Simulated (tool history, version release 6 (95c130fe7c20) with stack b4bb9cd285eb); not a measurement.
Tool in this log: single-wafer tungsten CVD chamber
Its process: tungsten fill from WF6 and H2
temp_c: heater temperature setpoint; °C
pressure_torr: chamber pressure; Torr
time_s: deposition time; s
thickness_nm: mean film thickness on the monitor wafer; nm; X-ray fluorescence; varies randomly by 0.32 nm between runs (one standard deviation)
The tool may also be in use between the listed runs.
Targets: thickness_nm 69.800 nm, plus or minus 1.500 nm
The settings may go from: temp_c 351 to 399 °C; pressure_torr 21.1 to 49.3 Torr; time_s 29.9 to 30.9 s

run  hour  temp_c  pressure_torr  time_s  thickness_nm
  1   0.0     375           35.2    29.9        50.078
  2   4.3     378           35.3    29.9        53.908
  3   9.4     380           35.4    29.9        56.695
  4  13.3     386           35.4    29.9        64.853
  5  22.2     386           35.4    30.9        67.025
  6  30.2     395           35.4    30.9        82.164
  7  33.1     393           35.4    30.9        78.616
  8  37.1     392           35.4    30.9        77.282
  9  39.9     386           35.2    30.9        66.893

Which one of the following 4 next-run settings gets every result inside its allowed miss? There is exactly one.
  A  42.7     386           36.3    29.9             ?
  B  42.7     387           34.3    29.9             ?
  C  42.7     384           36.1    30.9             ?
  D  42.7     388           35.0    30.9             ?

move  thickness_nm
   A        65.548
   B        65.757
   C        64.644
   D        69.976
A: moves away from the targets compared with the last run
B: moves away from the targets compared with the last run
C: moves away from the targets compared with the last run
D: each result inside its tolerance
D meets every target.
